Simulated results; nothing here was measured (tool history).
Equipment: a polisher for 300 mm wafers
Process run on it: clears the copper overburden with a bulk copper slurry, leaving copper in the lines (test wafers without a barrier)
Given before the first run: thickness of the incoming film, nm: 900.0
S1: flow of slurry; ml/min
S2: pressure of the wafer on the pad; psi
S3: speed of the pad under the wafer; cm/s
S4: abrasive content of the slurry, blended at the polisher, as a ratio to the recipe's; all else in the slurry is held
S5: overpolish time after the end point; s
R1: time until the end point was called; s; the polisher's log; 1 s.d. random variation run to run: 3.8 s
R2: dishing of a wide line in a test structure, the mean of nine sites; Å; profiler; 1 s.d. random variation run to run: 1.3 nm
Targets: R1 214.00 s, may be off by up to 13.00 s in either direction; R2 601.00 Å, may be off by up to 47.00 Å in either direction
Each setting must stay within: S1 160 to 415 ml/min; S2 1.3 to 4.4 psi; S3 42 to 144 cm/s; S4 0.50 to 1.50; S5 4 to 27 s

run  hour   S1   S2  S3    S4  S5      R1      R2
  1   0.0  265  2.8  92  1.00  14  151.13  566.10
  2   1.4  265  2.5  90  1.00  16  160.89  566.53
  3   6.4  265  2.0  90  1.00  16  209.54  465.53
  4  14.7  265  2.0  90  1.00  18  205.28  513.26
  5  21.3  265  2.0  80  1.00  18  231.51  470.71
  6  29.1  265  2.0  80  1.00  19  230.23  504.27
     34.7  -- worn pad replaced by a new one
  7  34.7  265  2.2  80  1.00  21  188.69  610.34
  8  42.2  265  1.8  80  1.00  23  231.52  564.73

Below are 5 possible settings for the next run. Only one of them brings all results inside the allowed miss of their targets. Which is it?
  A  49.7  265  2.6   62  0.95  22   ?   ?
  B  49.7  270  2.4   74  1.05  15   ?   ?
  C  49.7  265  1.9   72  0.90  21   ?   ?
  D  49.7  280  2.0   88  1.00  20   ?   ?
  E  49.7  235  1.5  102  0.80  26   ?   ?

move      R1      R2
   A  209.74  585.13
   B  185.11  471.49
   C  248.53  478.61
   D  188.29  575.71
   E  232.09  578.65
A: all results in spec
B: carries the result that was furthest off beyond its target, to the other side
C: moves away from the targets compared with the last run
D: carries the result that was furthest off beyond its target, to the other side
E: roughly where the last run was
Move A is the one to make.

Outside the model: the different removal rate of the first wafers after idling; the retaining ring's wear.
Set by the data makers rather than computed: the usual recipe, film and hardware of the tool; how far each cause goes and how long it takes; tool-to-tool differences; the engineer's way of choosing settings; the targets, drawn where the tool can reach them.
